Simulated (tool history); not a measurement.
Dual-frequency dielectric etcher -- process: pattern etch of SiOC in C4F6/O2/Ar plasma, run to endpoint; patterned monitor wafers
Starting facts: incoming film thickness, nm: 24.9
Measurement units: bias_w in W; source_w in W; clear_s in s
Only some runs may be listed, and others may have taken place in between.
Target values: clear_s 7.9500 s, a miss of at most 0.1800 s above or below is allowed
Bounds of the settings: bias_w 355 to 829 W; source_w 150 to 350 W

| run | hour | bias_w | source_w | clear_s |
|---|---|---|---|---|
| 1 | 0.0 | 592 | 250 | 9.4601 |
| 2 | 0.8 | 613 | 250 | 9.4178 |
| 3 | 7.7 | 632 | 260 | 9.1822 |
| 4 | 14.2 | 564 | 260 | 9.6006 |
| 5 | 15.5 | 588 | 260 | 9.3742 |
| 6 | 23.4 | 588 | 220 | 10.0480 |
| 7 | 32.3 | 611 | 230 | 9.5320 |
| 8 | 38.8 | 632 | 230 | 9.5205 |
| 9 | 43.2 | 651 | 230 | 9.4270 |
| 10 | 46.3 | 668 | 230 | 9.2892 |
| 11 | 53.7 | 684 | 230 | 9.2111 |
| 12 | 58.9 | 699 | 230 | 9.1420 |
| 13 | 61.8 | 712 | 230 | 9.0951 |
| 14 | 68.1 | 724 | 240 | 8.7766 |
| 15 | 75.1 | 829 | 260 | 8.2537 |

Below are 4 possible settings for the next run. Only one of them brings all results inside the allowed miss of their targets. Which is it?
| A | 82.1 | 792 | 250 | ? |
| B | 82.1 | 752 | 320 | ? |
| C | 82.1 | 807 | 260 | ? |
| D | 82.1 | 825 | 230 | ? |

| move | clear_s |
|---|---|
| A | 8.4907 |
| B | 7.9580 |
| C | 8.3121 |
| D | 8.5925 |
A: lands further from the targets than the last run did
B: in spec on every target
C: lands further from the targets than the last run did
D: lands further from the targets than the last run did
The right move is B.

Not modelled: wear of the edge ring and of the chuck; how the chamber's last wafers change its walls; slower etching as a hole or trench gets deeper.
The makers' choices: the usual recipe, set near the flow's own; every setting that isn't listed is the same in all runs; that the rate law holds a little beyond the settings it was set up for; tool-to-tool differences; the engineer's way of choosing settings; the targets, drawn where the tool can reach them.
